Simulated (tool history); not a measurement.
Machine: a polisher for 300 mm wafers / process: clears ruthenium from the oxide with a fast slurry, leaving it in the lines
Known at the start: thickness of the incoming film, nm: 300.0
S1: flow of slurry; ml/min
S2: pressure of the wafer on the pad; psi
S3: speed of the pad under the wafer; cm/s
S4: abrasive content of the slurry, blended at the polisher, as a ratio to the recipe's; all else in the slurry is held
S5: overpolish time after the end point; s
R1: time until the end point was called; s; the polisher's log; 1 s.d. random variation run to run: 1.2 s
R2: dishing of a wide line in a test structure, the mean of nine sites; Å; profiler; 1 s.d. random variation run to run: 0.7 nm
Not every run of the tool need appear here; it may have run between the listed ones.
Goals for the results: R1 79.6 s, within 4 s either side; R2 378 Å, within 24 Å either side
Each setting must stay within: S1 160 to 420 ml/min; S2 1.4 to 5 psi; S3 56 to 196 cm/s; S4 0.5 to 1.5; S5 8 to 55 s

run 1 hour=0 | S1=270 S2=3.2 S3=126 S4=1 S5=28 | R1=43.225 R2=1007.5
run 2 hour=2.3 | S1=270 S2=3.2 S3=112 S4=1 S5=28 | R1=49.407 R2=925.03
run 3 hour=4.7 | S1=270 S2=3.2 S3=112 S4=0.85 S5=28 | R1=55.804 R2=872.32
run 4 hour=11.2 | S1=270 S2=3.2 S3=112 S4=0.85 S5=22 | R1=54.193 R2=754.85
run 5 hour=13.9 | S1=285 S2=3.1 S3=108 S4=0.8 S5=20 | R1=59.73 R2=640.07
run 6 hour=21.3 | S1=285 S2=2.5 S3=108 S4=0.8 S5=20 | R1=72.847 R2=571.87
run 7 hour=26 | S1=285 S2=1.6 S3=126 S4=0.8 S5=8 | R1=95.613 R2=212.84
run 8 hour=30.5 | S1=285 S2=1.7 S3=122 S4=0.8 S5=9 | R1=92.759 R2=238.97

Pick the move, out of 4, that brings all results within their allowed miss; only one does.
run A hour=35 | S1=190 S2=2.3 S3=88 S4=1.05 S5=14 | R1=? R2=?
run B hour=35 | S1=275 S2=1.5 S3=120 S4=0.8 S5=16 | R1=? R2=?
run C hour=35 | S1=300 S2=2.3 S3=142 S4=0.55 S5=13 | R1=? R2=?
run D hour=35 | S1=230 S2=2.1 S3=92 S4=0.65 S5=18 | R1=? R2=?

move=A R1=87.214 R2=389.32
move=B R1=107.51 R2=364.94
move=C R1=78.873 R2=398.13
move=D R1=118.57 R2=371.22
A: corrects the largest miss of the last run, while another result sits out of spec
B: corrects the largest miss of the last run, while another result sits out of spec
C: meets every target
D: corrects the largest miss of the last run, while another result sits out of spec
C meets every target.

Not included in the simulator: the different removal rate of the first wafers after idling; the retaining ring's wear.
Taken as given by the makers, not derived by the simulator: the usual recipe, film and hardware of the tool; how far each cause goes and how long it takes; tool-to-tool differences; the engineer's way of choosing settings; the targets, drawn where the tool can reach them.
